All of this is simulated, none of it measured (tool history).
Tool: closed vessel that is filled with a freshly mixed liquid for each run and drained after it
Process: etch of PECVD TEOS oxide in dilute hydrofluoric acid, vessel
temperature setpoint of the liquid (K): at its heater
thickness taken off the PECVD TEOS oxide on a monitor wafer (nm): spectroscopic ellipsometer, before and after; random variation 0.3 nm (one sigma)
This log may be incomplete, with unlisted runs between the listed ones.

run,hour,temperature setpoint of the liquid (K),parts of water to one part of 49 % hydrofluoric acid (parts by volume),time in the liquid (s),thickness taken off the PECVD TEOS oxide on a monitor wafer (nm)
1,0,295.15,120,250,25.327
2,0.6,295.15,100,250,31.405
3,8.3,295.15,100,270,33.851
4,9.6,297.65,100,270,38.077
5,14.8,294.15,100,270,32.824
6,16.5,296.15,100,270,35.715
# hour 24.4: thermometer replaced
7,24.4,297.65,100,270,40.867

Run 8 has not been measured yet. What should we expect?
8,29.6,300.65,100,270,?

{"run 8": {"thickness taken off the PECVD TEOS oxide on a monitor wafer (nm)": 45.857}}
